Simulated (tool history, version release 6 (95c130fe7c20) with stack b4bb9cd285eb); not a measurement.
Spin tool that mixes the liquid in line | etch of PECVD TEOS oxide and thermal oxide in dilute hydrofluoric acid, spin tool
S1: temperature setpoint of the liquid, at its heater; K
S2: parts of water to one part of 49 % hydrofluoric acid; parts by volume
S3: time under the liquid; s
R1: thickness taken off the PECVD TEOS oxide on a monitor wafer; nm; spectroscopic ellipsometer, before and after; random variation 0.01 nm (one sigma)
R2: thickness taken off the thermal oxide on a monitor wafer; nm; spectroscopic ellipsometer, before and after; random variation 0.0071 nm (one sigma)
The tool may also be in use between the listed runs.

run,day,S1,S2,S3,R1,R2
1,0.000,294.15,175,125,5.4276,3.0127
2,0.067,294.15,175,95,4.1168,2.2609
3,0.325,295.65,175,95,4.3952,2.3928
4,0.592,295.65,200,95,3.7689,2.0427
5,0.954,294.15,200,95,3.5747,1.9447
6,1.329,294.15,175,95,4.1064,2.2796
7,1.388,290.15,245,90,2.2478,1.2351
8,1.592,290.15,255,90,2.1323,1.1651

Forecast run 9:
9,1.850,290.15,265,90,?,?

R1: 2.0203 nm
R2: 1.1113 nm
